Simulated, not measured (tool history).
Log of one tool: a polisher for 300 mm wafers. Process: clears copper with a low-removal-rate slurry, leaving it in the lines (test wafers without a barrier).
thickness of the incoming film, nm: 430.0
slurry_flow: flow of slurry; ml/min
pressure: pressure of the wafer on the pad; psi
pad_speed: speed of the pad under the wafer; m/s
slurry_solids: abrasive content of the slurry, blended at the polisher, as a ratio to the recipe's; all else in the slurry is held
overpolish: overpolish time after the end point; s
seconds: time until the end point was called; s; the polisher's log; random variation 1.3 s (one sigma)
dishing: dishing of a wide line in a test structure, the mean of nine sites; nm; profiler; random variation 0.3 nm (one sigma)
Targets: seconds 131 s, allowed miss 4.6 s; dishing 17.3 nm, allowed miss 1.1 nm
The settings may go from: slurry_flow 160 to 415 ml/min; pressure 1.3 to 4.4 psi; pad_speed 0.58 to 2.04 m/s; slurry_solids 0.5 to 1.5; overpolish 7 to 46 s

run	day	slurry_flow	pressure	pad_speed	slurry_solids	overpolish	seconds	dishing
1	0	265	2.8	1.3	1	24	131.14	42.66
2	0.146	270	2.5	1.4	1	18	136.74	33.407
3	0.458	270	2.5	1.4	1.1	18	131.6	34.052
4	0.658	295	2.5	1.4	1.1	18	131.25	34.744
5	0.912	250	2.1	1.58	1.15	14	138.01	26.206
6	0.933	250	1.4	1.58	1.15	14	200.99	19.918
7	1.075	220	1.5	1.7	1.25	12	175.91	18.525
8	1.192	210	1.6	1.74	1.3	10	162.96	17.363
9	1.367	215	1.7	1.76	1.35	9	147.96	17.238
10	1.412	230	1.7	1.76	1.35	8	147.24	15.307
11	1.629	240	1.8	1.76	1.35	8	139.31	16.396
12	1.758	250	1.8	1.76	1.35	8	139.05	16.176
13	1.808	255	1.8	1.76	1.35	8	137.88	16.377
14	1.904	265	2	1.76	1.35	9	127.95	20.147
15	2.083	250	2	1.76	1.4	9	129.09	20.091
16	2.446	245	2	1.76	1.4	8	126.47	17.316
17	2.529	240	1.9	1.76	1.4	9	134.86	19.119
18	2.817	240	1.9	1.76	1.4	9	131.44	18.806

4 next moves are on the table. One of them brings every result within its allowed miss. Which?
A	3.104	265	2.1	1.62	1.45	10	?	?
B	3.104	320	2	1.7	1.4	9	?	?
C	3.104	220	2.1	1.62	1.4	8	?	?
D	3.104	240	2	1.72	1.35	11	?	?

move	seconds	dishing
A	128.56	20.853
B	126.58	19.286
C	132.41	16.762
D	129.87	22.365
A: further off than the last run
B: further off than the last run
C: meets every target
D: further off than the last run
Move C is the one to make.
